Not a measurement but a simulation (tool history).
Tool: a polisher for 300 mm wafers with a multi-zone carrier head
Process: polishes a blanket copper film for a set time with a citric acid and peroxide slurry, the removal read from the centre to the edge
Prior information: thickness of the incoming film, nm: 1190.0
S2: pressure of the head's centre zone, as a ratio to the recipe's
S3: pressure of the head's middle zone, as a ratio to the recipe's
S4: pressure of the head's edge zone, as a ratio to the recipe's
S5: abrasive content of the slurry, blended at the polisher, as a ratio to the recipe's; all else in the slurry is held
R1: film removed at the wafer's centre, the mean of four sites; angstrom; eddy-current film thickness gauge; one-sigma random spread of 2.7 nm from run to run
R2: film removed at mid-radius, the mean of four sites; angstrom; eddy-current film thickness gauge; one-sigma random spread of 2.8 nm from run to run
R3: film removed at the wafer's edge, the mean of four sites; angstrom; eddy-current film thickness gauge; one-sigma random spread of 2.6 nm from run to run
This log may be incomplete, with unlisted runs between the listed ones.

run 1 hour=0.0 | flow_of_slurry_(ml/min)=205 S2=1.00 S3=1.00 S4=1.00 S5=1.00 polishing_time_(s)=68 | R1=1943.9 R2=1985.8 R3=1945.2
run 2 hour=4.3 | flow_of_slurry_(ml/min)=215 S2=1.03 S3=1.03 S4=1.03 S5=1.10 polishing_time_(s)=71 | R1=2136.4 R2=2202.9 R3=2091.2
run 3 hour=12.6 | flow_of_slurry_(ml/min)=220 S2=1.06 S3=1.04 S4=1.05 S5=1.20 polishing_time_(s)=74 | R1=2359.9 R2=2367.8 R3=2292.5
run 4 hour=20.8 | flow_of_slurry_(ml/min)=220 S2=1.03 S3=1.04 S4=1.05 S5=1.20 polishing_time_(s)=74 | R1=2320.7 R2=2358.3 R3=2297.9
run 5 hour=22.5 | flow_of_slurry_(ml/min)=240 S2=1.03 S3=1.04 S4=1.05 S5=1.20 polishing_time_(s)=74 | R1=2331.7 R2=2371.2 R3=2315.1
run 6 hour=30.5 | flow_of_slurry_(ml/min)=240 S2=1.03 S3=1.04 S4=1.05 S5=1.20 polishing_time_(s)=61 | R1=1941.9 R2=1975.0 R3=1941.0
run 7 hour=31.8 | flow_of_slurry_(ml/min)=250 S2=1.06 S3=1.07 S4=1.07 S5=1.25 polishing_time_(s)=65 | R1=2149.7 R2=2165.7 R3=2129.7
run 8 hour=38.9 | flow_of_slurry_(ml/min)=255 S2=1.08 S3=1.09 S4=1.07 S5=1.30 polishing_time_(s)=68 | R1=2301.0 R2=2381.6 R3=2193.7
run 9 hour=47.7 | flow_of_slurry_(ml/min)=260 S2=1.10 S3=1.10 S4=1.09 S5=1.35 polishing_time_(s)=70 | R1=2431.2 R2=2464.0 R3=2310.2
run 10 hour=48.7 | flow_of_slurry_(ml/min)=265 S2=1.12 S3=1.11 S4=1.10 S5=1.40 polishing_time_(s)=72 | R1=2557.8 R2=2603.8 R3=2398.5
run 11 hour=50.0 | flow_of_slurry_(ml/min)=270 S2=1.13 S3=1.11 S4=1.11 S5=1.40 polishing_time_(s)=74 | R1=2670.0 R2=2690.9 R3=2498.8
run 12 hour=51.1 | flow_of_slurry_(ml/min)=275 S2=1.14 S3=1.12 S4=1.12 S5=1.40 polishing_time_(s)=75 | R1=2755.7 R2=2727.9 R3=2530.2
run 13 hour=58.5 | flow_of_slurry_(ml/min)=280 S2=1.15 S3=1.13 S4=1.13 S5=1.40 polishing_time_(s)=76 | R1=2757.5 R2=2790.5 R3=2596.7

Forecast run 14:
run 14 hour=65.2 | flow_of_slurry_(ml/min)=285 S2=1.16 S3=1.13 S4=1.13 S5=1.40 polishing_time_(s)=77 | R1=? R2=? R3=?

R1: 2863.4 angstrom
R2: 2817.8 angstrom
R3: 2653.6 angstrom

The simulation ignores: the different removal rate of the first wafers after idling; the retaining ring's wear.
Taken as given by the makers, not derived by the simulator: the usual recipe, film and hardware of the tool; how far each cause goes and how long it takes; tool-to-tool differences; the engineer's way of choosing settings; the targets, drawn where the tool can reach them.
